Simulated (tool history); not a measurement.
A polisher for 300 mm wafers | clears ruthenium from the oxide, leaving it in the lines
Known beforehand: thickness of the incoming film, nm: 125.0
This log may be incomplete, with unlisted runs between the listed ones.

| run | day | flow of slurry (ml/min) | pressure of the wafer on the pad (kPa) | speed of the pad under the wafer (cm/s) | overpolish time after the end point (s) | time until the end point was called (s) |
|---|---|---|---|---|---|---|
| 1 | 0 | 295 | 10.3 | 112 | 44 | 127.27 |
| 2 | 0.267 | 295 | 9.7 | 112 | 44 | 135.33 |
| 3 | 0.296 | 295 | 9 | 112 | 44 | 138.33 |
| 4 | 0.583 | 295 | 8.3 | 110 | 44 | 152.04 |
| 5 | 0.662 | 265 | 8.3 | 110 | 44 | 151.85 |
| 6 | 0.746 | 230 | 8.3 | 110 | 44 | 152.83 |

Run 7 is up next; what results do you expect?
| 7 | 0.775 | 230 | 7.6 | 110 | 44 | ? |

{"run 7": {"time until the end point was called (s)": 161.64}}

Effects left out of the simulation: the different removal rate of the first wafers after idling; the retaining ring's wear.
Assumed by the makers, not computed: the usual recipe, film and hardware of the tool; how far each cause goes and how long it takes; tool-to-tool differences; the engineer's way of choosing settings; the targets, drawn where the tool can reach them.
